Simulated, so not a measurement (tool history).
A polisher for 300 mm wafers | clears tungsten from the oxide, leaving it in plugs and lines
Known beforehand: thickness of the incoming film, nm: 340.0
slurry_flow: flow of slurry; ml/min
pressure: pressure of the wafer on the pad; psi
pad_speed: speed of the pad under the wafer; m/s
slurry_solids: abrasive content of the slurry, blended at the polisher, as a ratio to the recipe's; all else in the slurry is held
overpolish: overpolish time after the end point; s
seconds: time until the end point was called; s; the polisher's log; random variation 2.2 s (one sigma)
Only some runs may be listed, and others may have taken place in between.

run,hour,slurry_flow,pressure,pad_speed,slurry_solids,overpolish,seconds
1,0,315,3.8,1.16,1,11,90.826
2,1.1,315,3.8,1.16,1,9,89.478
3,9.8,315,3.8,1.32,1,9,80.896
4,15.9,315,3.3,1.3,1,9,95.252
5,18.6,315,3.3,1.3,1.2,9,87.082
6,19.7,315,3.8,1.3,1.2,9,75.832
7,25.9,315,3.8,1.3,1.2,9,77.468
8,33.5,315,3.3,1.26,1.2,9,90.863
9,37.1,315,2.9,1.24,1.2,9,105.58
10,41.6,315,2.6,1.24,1.2,9,116.22
11,47.8,315,2.4,1.24,1.2,9,123.96

Run 12, settings as shown, results not yet in. Your forecast:
12,55.7,315,2.3,1.24,1.2,9,?

{"run 12": {"seconds": 128.88}}
